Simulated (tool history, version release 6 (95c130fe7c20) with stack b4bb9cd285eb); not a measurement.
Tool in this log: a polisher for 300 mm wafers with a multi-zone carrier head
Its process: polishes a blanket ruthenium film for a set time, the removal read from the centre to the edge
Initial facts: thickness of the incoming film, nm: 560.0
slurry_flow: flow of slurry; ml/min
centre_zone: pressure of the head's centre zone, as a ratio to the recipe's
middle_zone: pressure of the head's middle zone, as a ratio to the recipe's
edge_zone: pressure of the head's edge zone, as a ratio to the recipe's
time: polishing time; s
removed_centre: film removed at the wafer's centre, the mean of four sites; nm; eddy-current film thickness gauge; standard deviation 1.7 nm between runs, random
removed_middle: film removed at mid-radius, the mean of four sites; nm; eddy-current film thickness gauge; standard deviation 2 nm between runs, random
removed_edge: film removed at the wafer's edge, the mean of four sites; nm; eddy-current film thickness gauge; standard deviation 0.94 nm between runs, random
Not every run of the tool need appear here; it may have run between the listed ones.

run	hour	slurry_flow	centre_zone	middle_zone	edge_zone	time	removed_centre	removed_middle	removed_edge
1	0	155	1	1	1	75	122.75	121.43	118.93
2	6.6	170	0.97	1.05	1.03	78	121.33	133.87	127.27
3	9.2	185	0.97	1.09	1.04	81	130.47	147.51	134.44
4	13.6	185	0.97	1.09	1.04	68	107.87	123.85	112.36
5	22.5	185	0.97	1.09	1.04	79	125.65	145.33	129.96
6	30.5	185	1.05	1.09	1.04	79	134.24	141.16	130.77
7	36.5	195	1.02	1.12	1.06	81	136.05	148.6	135.77
8	45.4	195	1.02	1.12	1.06	81	137.45	150.99	136.46
9	53.8	195	1.02	1.12	1.06	81	137.93	151.96	136.08
10	59.5	205	0.99	1.14	1.09	82	134.86	160.5	139.21

Run 11 has not been measured yet. What should we expect?
11	60.3	210	0.97	1.14	1.11	83	?	?	?

{"run 11": {"removed_centre": 133.33, "removed_middle": 162.55, "removed_edge": 143.83}}

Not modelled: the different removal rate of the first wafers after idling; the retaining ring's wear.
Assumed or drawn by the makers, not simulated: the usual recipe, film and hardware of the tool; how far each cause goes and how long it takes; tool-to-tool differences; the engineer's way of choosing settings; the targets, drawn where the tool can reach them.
